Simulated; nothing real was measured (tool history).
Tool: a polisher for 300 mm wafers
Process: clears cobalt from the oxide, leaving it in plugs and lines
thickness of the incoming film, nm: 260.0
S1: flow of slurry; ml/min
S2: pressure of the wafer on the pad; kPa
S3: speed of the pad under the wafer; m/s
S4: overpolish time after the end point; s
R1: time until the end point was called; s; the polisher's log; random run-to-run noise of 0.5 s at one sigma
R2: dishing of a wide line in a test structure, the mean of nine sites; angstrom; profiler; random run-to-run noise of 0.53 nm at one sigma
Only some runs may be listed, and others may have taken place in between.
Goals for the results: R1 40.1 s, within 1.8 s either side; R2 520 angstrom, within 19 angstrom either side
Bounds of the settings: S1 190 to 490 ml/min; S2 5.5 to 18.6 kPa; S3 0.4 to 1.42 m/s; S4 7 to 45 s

run	hour	S1	S2	S3	S4	R1	R2
1	0	315	11.7	0.9	23	64.136	430.86
2	5.7	315	11.7	1.04	23	55.802	451.4
3	13.3	315	11.7	1.04	15	55.64	371.91
4	14.4	315	10.3	1.04	15	62.635	351.73
5	20.2	315	10.3	1.04	20	61.533	413.29
6	25.7	315	10.3	0.9	20	70.416	381.59
7	26.5	315	11.7	0.92	21	63.012	413.59
8	28.9	315	13.1	0.92	21	59.417	428.67
9	31.3	315	14.5	0.94	21	53.722	446.66
10	35.8	315	15.2	0.96	21	49.931	452.52
11	44	315	15.9	0.96	22	47.099	466.4
12	52.8	315	16.5	0.96	23	46.103	476.92
13	56.2	315	17.2	0.96	23	44.957	480.69
14	62.8	315	17.2	0.96	23	44.768	482.32
15	71	315	17.9	0.98	24	41.591	489.01
16	77.6	315	17.9	0.98	25	41.226	493.12
17	83.3	315	17.9	0.98	26	42.829	504.3

Exactly one of the 5 candidate moves below puts every result within its allowed miss. Which one?
A	89	365	17.2	0.9	30	?	?
B	89	310	17.9	1.08	21	?	?
C	89	270	16.5	1.1	30	?	?
D	89	290	17.2	0.94	25	?	?
E	89	295	18.6	0.9	28	?	?

move	R1	R2
A	46.514	500.66
B	38.153	483.49
C	40.545	510.36
D	45.383	484.4
E	44.299	498.45
A: its largest miss is bigger than the last run's
B: the result that was furthest off in the last run now lies on the other side of its target
C: all results land within tolerance of their targets
D: its largest miss is bigger than the last run's
E: its largest miss is bigger than the last run's
So the answer is move C, the one that meets all the targets.
